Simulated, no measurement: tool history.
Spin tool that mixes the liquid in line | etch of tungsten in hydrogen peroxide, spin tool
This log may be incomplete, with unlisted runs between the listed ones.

| run | hour | temperature setpoint of the liquid (C) | concentration of hydrogen peroxide in the mixed liquid (% by weight) | time under the liquid (s) | thickness taken off the tungsten on a monitor wafer (angstrom) |
|---|---|---|---|---|---|
| 1 | 0.0 | 50.0 | 16.5 | 15 | 343.80 |
| 2 | 7.2 | 50.0 | 16.5 | 15 | 339.01 |
| 3 | 9.0 | 52.0 | 16.5 | 15 | 385.86 |
| 4 | 10.1 | 46.5 | 16.5 | 15 | 272.23 |
| 5 | 15.4 | 49.5 | 16.5 | 15 | 331.44 |
| 6 | 20.1 | 49.5 | 16.5 | 15 | 331.06 |
| 7 | 21.6 | 49.5 | 16.5 | 15 | 329.05 |
| 8 | 23.7 | 51.5 | 16.5 | 15 | 373.38 |
| 9 | 24.2 | 53.0 | 16.5 | 15 | 408.19 |

For run 10, what comes out?
| 10 | 28.5 | 59.0 | 16.5 | 15 | ? |

thickness taken off the tungsten on a monitor wafer (angstrom): 582.50

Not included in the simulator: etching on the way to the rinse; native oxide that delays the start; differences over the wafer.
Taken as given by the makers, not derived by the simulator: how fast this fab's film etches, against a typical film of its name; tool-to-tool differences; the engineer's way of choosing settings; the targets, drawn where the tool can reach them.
